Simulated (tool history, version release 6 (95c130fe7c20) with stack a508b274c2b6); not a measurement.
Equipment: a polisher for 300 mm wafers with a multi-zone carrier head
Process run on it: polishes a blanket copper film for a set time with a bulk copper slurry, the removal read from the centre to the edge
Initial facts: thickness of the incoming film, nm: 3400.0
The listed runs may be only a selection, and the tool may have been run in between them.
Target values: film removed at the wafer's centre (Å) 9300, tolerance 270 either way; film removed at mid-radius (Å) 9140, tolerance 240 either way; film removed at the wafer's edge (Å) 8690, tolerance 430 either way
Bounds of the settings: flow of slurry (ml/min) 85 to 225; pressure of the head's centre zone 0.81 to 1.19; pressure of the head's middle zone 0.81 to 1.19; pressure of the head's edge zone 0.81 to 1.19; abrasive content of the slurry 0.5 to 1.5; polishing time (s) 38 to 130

| run | hour | flow of slurry (ml/min) | pressure of the head's centre zone | pressure of the head's middle zone | pressure of the head's edge zone | abrasive content of the slurry | polishing time (s) | film removed at the wafer's centre (Å) | film removed at mid-radius (Å) | film removed at the wafer's edge (Å) |
|---|---|---|---|---|---|---|---|---|---|---|
| 1 | 0 | 145 | 1 | 1 | 1 | 1 | 84 | 6823.3 | 6968.1 | 7097.2 |
| 2 | 7 | 110 | 1 | 1 | 1 | 1 | 84 | 6247.2 | 6360.7 | 6758.3 |
| 3 | 7.9 | 140 | 1.03 | 1.03 | 1.04 | 1.05 | 84 | 7045.9 | 7015.1 | 7260.8 |
| 4 | 12.5 | 165 | 1.05 | 1.06 | 1.06 | 1.1 | 84 | 7347.2 | 7609.6 | 7367.3 |
| 5 | 16.3 | 175 | 1.08 | 1.06 | 1.09 | 1.25 | 85 | 7818.4 | 8030.7 | 7829.8 |
| 6 | 19.3 | 185 | 1.11 | 1.07 | 1.11 | 1.35 | 86 | 8230.9 | 8228.7 | 8092.2 |
| 7 | 27 | 195 | 1.13 | 1.08 | 1.12 | 1.4 | 87 | 8844.6 | 8611.6 | 8432.1 |
| 8 | 33.8 | 225 | 1.13 | 1.11 | 1.13 | 1.4 | 87 | 8907 | 8929.3 | 8677 |
| 9 | 41 | 225 | 1.14 | 1.12 | 1.13 | 1.4 | 87 | 8918.3 | 9052.2 | 8515.5 |
| 10 | 44.8 | 225 | 1.15 | 1.12 | 1.13 | 1.4 | 87 | 8940.4 | 9035.2 | 8450 |

Of the 4 settings listed for the next run, only one would bring every result within its allowed miss of target. Which one?
| A | 48.6 | 225 | 1.16 | 1.19 | 1.13 | 1.25 | 86 | ? | ? | ? |
| B | 48.6 | 210 | 1.16 | 1.1 | 1.1 | 1.4 | 90 | ? | ? | ? |
| C | 48.6 | 215 | 1.11 | 1.1 | 1.19 | 1.35 | 88 | ? | ? | ? |
| D | 48.6 | 205 | 1.03 | 1.09 | 1.11 | 1.4 | 94 | ? | ? | ? |

| move | film removed at the wafer's centre (Å) | film removed at mid-radius (Å) | film removed at the wafer's edge (Å) |
|---|---|---|---|
| A | 8713.8 | 9316.1 | 8146.6 |
| B | 9201.5 | 9209.1 | 8534.3 |
| C | 8697.2 | 8975.9 | 8642.3 |
| D | 8811.6 | 9514.2 | 8930.8 |
A: misses by more than the last run did
B: all results land within tolerance of their targets
C: misses by more than the last run did
D: misses by more than the last run did
B is the move that brings every result within its allowed miss.

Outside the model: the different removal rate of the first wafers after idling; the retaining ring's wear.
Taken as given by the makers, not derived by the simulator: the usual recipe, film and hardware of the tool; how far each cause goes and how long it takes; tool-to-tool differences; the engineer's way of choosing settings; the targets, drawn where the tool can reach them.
